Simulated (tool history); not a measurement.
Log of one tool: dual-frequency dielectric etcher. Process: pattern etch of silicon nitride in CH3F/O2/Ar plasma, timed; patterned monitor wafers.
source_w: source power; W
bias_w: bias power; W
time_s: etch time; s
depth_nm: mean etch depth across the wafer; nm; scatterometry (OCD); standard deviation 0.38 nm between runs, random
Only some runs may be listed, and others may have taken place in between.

run 1 hour=0 | source_w=360 bias_w=90 time_s=98.5 | depth_nm=65.548
run 2 hour=4 | source_w=400 bias_w=90 time_s=98.5 | depth_nm=66.201
run 3 hour=8.8 | source_w=380 bias_w=81 time_s=98.5 | depth_nm=63.501
run 4 hour=15.8 | source_w=380 bias_w=81 time_s=98.5 | depth_nm=62.951
run 5 hour=21.8 | source_w=360 bias_w=78 time_s=98.5 | depth_nm=61.595
run 6 hour=23.7 | source_w=360 bias_w=85 time_s=98.5 | depth_nm=63.749
run 7 hour=28.8 | source_w=340 bias_w=80 time_s=98.5 | depth_nm=61.316

Estimate the outcome of run 8 from the log above:
run 8 hour=29.5 | source_w=320 bias_w=78 time_s=98.5 | depth_nm=?

Run 8 measured depth_nm 60.55 nm.

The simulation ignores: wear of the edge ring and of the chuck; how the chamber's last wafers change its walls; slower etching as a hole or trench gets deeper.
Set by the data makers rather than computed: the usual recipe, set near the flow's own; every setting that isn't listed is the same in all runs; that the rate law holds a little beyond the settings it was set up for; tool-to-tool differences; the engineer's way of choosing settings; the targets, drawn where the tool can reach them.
